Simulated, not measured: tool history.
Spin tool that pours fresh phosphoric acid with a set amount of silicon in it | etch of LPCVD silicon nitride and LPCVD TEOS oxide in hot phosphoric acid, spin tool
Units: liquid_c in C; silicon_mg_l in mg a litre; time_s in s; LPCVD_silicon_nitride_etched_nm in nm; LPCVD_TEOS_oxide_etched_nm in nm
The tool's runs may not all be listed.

run,hour,liquid_c,silicon_mg_l,time_s,LPCVD_silicon_nitride_etched_nm,LPCVD_TEOS_oxide_etched_nm
1,0.0,161.0,20.5,180,13.8390,0.40059
2,8.2,161.0,20.5,215,16.5670,0.43629
3,16.0,161.0,20.5,250,19.3360,0.55082
4,19.2,161.0,20.5,200,15.4230,0.44948
5,26.6,160.5,17.5,180,13.6840,0.34493
6,32.0,162.5,17.5,180,14.4930,0.48083
7,36.4,162.5,14.0,160,12.9880,0.50334

The next listed run, before its measurement:
8,43.6,160.0,5.0,115,?,?

{"run 8": {"LPCVD_silicon_nitride_etched_nm": 8.5647, "LPCVD_TEOS_oxide_etched_nm": 0.34938}}
